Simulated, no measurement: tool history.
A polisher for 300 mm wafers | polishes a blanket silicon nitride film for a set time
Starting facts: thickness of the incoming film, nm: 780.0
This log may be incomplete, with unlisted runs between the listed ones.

run  hour  flow of slurry (ml/min)  pressure of the wafer on the pad (kPa)  speed of the pad under the wafer (m/s)  polishing time (s)  film removed (nm)
  1     0                      215                                    16.5                                       1                  41             44.487
  2   5.2                      215                                    18.6                                       1                  41             49.174
  3   6.6                      215                                      20                                    1.02                  41              54.03
  4   8.6                      215                                    20.7                                    1.02                  41             54.269
  5   9.8                      215                                    20.7                                    1.02                  41             53.516
  6  11.6                      215                                    21.4                                    1.04                  41               56.8
  7  14.2                      215                                    22.1                                    1.04                  41             58.662
  8    15                      215                                    22.8                                    1.04                  41             59.215
  9  24.1                      215                                    23.4                                    1.06                  41             59.893

Predict the results of run 10:
 10  31.2                      215                                    24.1                                    1.08                  41                  ?

Run 10 yielded film removed (nm) 64.613.
